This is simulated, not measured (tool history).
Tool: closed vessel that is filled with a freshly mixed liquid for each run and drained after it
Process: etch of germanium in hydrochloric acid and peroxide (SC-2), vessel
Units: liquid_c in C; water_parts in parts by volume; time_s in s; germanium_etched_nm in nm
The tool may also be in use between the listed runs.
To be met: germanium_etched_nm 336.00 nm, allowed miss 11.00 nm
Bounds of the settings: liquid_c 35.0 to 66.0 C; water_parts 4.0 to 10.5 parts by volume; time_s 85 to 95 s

run 1 hour=0.0 | liquid_c=50.0 water_parts=5.5 time_s=85 | germanium_etched_nm=210.88
run 2 hour=1.2 | liquid_c=52.0 water_parts=5.5 time_s=85 | germanium_etched_nm=224.39
run 3 hour=2.5 | liquid_c=57.5 water_parts=5.5 time_s=85 | germanium_etched_nm=266.23
run 4 hour=7.2 | liquid_c=58.5 water_parts=5.5 time_s=85 | germanium_etched_nm=269.77
run 5 hour=15.8 | liquid_c=59.5 water_parts=5.5 time_s=85 | germanium_etched_nm=280.11
run 6 hour=16.8 | liquid_c=59.5 water_parts=5.5 time_s=95 | germanium_etched_nm=310.73
run 7 hour=25.6 | liquid_c=60.0 water_parts=5.5 time_s=95 | germanium_etched_nm=318.44
run 8 hour=28.8 | liquid_c=60.5 water_parts=5.5 time_s=95 | germanium_etched_nm=322.57

Which of these 5 next moves meets every target?
run A hour=32.0 | liquid_c=59.5 water_parts=5.0 time_s=95 | germanium_etched_nm=?
run B hour=32.0 | liquid_c=59.0 water_parts=5.5 time_s=95 | germanium_etched_nm=?
run C hour=32.0 | liquid_c=61.5 water_parts=5.5 time_s=95 | germanium_etched_nm=?
run D hour=32.0 | liquid_c=60.5 water_parts=4.5 time_s=90 | germanium_etched_nm=?
run E hour=32.0 | liquid_c=58.0 water_parts=6.5 time_s=95 | germanium_etched_nm=?

move=A germanium_etched_nm=316.96
move=B germanium_etched_nm=311.14
move=C germanium_etched_nm=335.58
move=D germanium_etched_nm=310.43
move=E germanium_etched_nm=299.47
A: further off than the last run
B: further off than the last run
C: meets every target
D: further off than the last run
E: further off than the last run
Move C is the one to make.
